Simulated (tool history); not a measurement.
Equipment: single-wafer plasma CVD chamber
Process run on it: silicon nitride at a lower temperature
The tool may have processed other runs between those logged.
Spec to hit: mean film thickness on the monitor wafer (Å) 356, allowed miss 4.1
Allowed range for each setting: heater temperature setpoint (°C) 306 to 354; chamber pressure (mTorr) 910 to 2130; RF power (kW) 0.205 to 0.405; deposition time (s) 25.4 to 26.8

run	hour	heater temperature setpoint (°C)	chamber pressure (mTorr)	RF power (kW)	deposition time (s)	mean film thickness on the monitor wafer (Å)
1	0	330	1520	0.305	26.8	308.1
2	4.5	330	1640	0.31	26.8	315.95
3	10.7	330	1730	0.315	26.8	324
4	15.5	330	1480	0.315	26.8	312.52
# hour 21: RF generator calibrated
5	21	330	1650	0.315	26.8	334.83
6	27.6	330	1650	0.315	26.8	335.21
7	31	330	1690	0.315	26.8	336.9
8	34.9	330	1730	0.315	26.8	338.31
9	43	330	1760	0.315	26.8	339.32
10	46.8	330	1790	0.315	26.8	341.5
11	48.8	330	1820	0.315	26.8	341.65
12	53.5	330	1850	0.315	26.8	343.87
13	58.5	330	1880	0.315	26.8	344.99
14	62	330	1910	0.315	26.8	345.43
15	62.9	330	1940	0.315	26.8	347.76
16	68.2	330	1960	0.315	26.8	348.7

Pick the move, out of 4, that brings all results within their allowed miss; only one does.
A	73.5	325	2110	0.325	25.5	?
B	73.5	330	1710	0.325	26.8	?
C	73.5	329	1880	0.35	26.4	?
D	73.5	333	1990	0.325	26.8	?

move	mean film thickness on the monitor wafer (Å)
A	344.24
B	344.08
C	364.16
D	355.92
A: further off than the last run
B: further off than the last run
C: moves the result that the last run missed by most past its target, out the other side
D: hits every target within its allowed miss
Go with D: it meets all targets.
